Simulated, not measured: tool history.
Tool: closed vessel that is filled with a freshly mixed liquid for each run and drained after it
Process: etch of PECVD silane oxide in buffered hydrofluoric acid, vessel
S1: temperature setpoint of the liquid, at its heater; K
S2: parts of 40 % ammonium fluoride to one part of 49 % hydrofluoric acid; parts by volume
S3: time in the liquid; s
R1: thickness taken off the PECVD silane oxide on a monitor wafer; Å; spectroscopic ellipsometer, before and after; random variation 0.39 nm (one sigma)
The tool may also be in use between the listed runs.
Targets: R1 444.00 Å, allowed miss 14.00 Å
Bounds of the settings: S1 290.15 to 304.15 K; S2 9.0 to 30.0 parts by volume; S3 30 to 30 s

run 1 hour=0.0 | S1=296.15 S2=24.0 S3=30 | R1=192.16
run 2 hour=1.1 | S1=298.15 S2=20.0 S3=30 | R1=235.65
run 3 hour=4.9 | S1=298.15 S2=20.0 S3=30 | R1=235.75
run 4 hour=10.7 | S1=299.65 S2=17.0 S3=30 | R1=302.36
run 5 hour=16.7 | S1=300.65 S2=16.5 S3=30 | R1=325.74
run 6 hour=20.1 | S1=301.65 S2=16.0 S3=30 | R1=355.36
run 7 hour=26.1 | S1=302.15 S2=15.5 S3=30 | R1=373.99
run 8 hour=30.9 | S1=304.15 S2=13.0 S3=30 | R1=502.07
run 9 hour=33.3 | S1=303.65 S2=13.0 S3=30 | R1=485.93
run 10 hour=39.5 | S1=303.15 S2=13.0 S3=30 | R1=472.91
run 11 hour=42.5 | S1=302.65 S2=13.0 S3=30 | R1=466.64

Which of these 5 next moves meets every target?
run A hour=45.5 | S1=303.65 S2=13.0 S3=30 | R1=?
run B hour=45.5 | S1=300.65 S2=11.0 S3=30 | R1=?
run C hour=45.5 | S1=302.65 S2=12.0 S3=30 | R1=?
run D hour=45.5 | S1=303.15 S2=14.0 S3=30 | R1=?
run E hour=45.5 | S1=302.65 S2=14.5 S3=30 | R1=?

move=A R1=484.12
move=B R1=486.31
move=C R1=496.70
move=D R1=438.61
move=E R1=412.78
A: further off than the last run
B: further off than the last run
C: further off than the last run
D: meets every target
E: takes the result that was furthest off past its target
Answer: D
